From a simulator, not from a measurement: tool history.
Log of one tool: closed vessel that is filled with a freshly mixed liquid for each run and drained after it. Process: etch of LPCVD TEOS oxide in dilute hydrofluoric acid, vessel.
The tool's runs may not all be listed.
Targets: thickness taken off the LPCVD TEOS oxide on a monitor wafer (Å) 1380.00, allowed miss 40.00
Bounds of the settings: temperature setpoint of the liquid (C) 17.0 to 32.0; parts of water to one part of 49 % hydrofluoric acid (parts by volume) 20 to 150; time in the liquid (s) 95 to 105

run	hour	temperature setpoint of the liquid (C)	parts of water to one part of 49 % hydrofluoric acid (parts by volume)	time in the liquid (s)	thickness taken off the LPCVD TEOS oxide on a monitor wafer (Å)
1	0.0	24.0	85	95	641.01
2	0.8	21.5	85	95	579.47
3	3.4	25.0	75	95	769.00
4	10.6	25.0	55	95	1074.00
5	13.2	27.0	55	95	1167.80
6	19.9	27.0	30	95	2191.50
7	21.3	24.0	35	95	1684.00
8	24.0	22.0	35	95	1543.60
9	27.2	21.0	35	95	1477.60

Which of these 5 next moves meets every target?
A	30.4	24.0	45	95	?
B	30.4	21.0	40	95	?
C	30.4	22.5	45	100	?
D	30.4	21.5	40	95	?
E	30.4	23.5	45	105	?

move	thickness taken off the LPCVD TEOS oxide on a monitor wafer (Å)
A	1264.90
B	1264.50
C	1251.20
D	1291.50
E	1369.50
A: takes the result that was furthest off past its target
B: takes the result that was furthest off past its target
C: takes the result that was furthest off past its target
D: takes the result that was furthest off past its target
E: meets every target
The right move is E.
